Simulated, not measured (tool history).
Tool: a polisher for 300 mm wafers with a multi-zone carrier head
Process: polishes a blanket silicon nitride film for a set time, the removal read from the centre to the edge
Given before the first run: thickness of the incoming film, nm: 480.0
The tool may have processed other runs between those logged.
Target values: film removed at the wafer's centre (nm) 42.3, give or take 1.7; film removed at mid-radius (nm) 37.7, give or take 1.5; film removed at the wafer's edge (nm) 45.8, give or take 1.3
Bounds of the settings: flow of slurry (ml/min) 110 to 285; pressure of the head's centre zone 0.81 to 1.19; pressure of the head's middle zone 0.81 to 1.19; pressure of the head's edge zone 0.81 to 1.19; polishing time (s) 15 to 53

run  hour  flow of slurry (ml/min)  pressure of the head's centre zone  pressure of the head's middle zone  pressure of the head's edge zone  polishing time (s)  film removed at the wafer's centre (nm)  film removed at mid-radius (nm)  film removed at the wafer's edge (nm)
  1     0                      180                                   1                                   1                                 1                  34                                   47.989                           51.459                                 50.845
  2     7                      180                                1.03                                   1                                 1                  34                                    49.46                           51.854                                 51.645
  3  13.3                      180                                1.03                                   1                                 1                  38                                   53.724                           59.046                                 57.826
  4  20.3                      170                                1.02                                0.95                              1.01                  36                                   51.256                           52.291                                 54.302
  5  23.3                      170                                1.02                                0.95                              1.01                  29                                    42.04                           41.428                                  43.23
  6  25.5                      170                                1.02                                0.95                              0.96                  29                                   41.726                            42.78                                 42.554
  7  31.5                      170                                1.01                                0.92                                 1                  29                                    41.11                           41.592                                  43.03
     33.1  -- centre zone pressure recalibrated
  8  33.1                      165                                1.02                                 0.9                              1.04                  29                                   44.569                           40.558                                 44.397
  9    40                      155                                0.99                                0.88                              1.06                  29                                   42.963                           39.316                                 44.221

Which one of the following 4 next-run settings gets every result inside its allowed miss? There is exactly one.
  A  46.9                      150                                0.94                                0.85                              0.99                  33                                        ?                                ?                                      ?
  B  46.9                      115                                0.96                                0.81                              1.02                  32                                        ?                                ?                                      ?
  C  46.9                      175                                0.94                                0.81                              1.08                  32                                        ?                                ?                                      ?
  D  46.9                      155                                0.99                                0.84                              1.07                  32                                        ?                                ?                                      ?

move  film removed at the wafer's centre (nm)  film removed at mid-radius (nm)  film removed at the wafer's edge (nm)
   A                                   46.671                           42.982                                 48.042
   B                                   42.817                           37.642                                 45.245
   C                                   46.734                           41.234                                 49.616
   D                                   47.383                           41.534                                 48.581
A: moves the result that the last run missed by most past its target, out the other side
B: all results in spec
C: moves the result that the last run missed by most past its target, out the other side
D: moves the result that the last run missed by most past its target, out the other side
B is the move that brings every result within its allowed miss.

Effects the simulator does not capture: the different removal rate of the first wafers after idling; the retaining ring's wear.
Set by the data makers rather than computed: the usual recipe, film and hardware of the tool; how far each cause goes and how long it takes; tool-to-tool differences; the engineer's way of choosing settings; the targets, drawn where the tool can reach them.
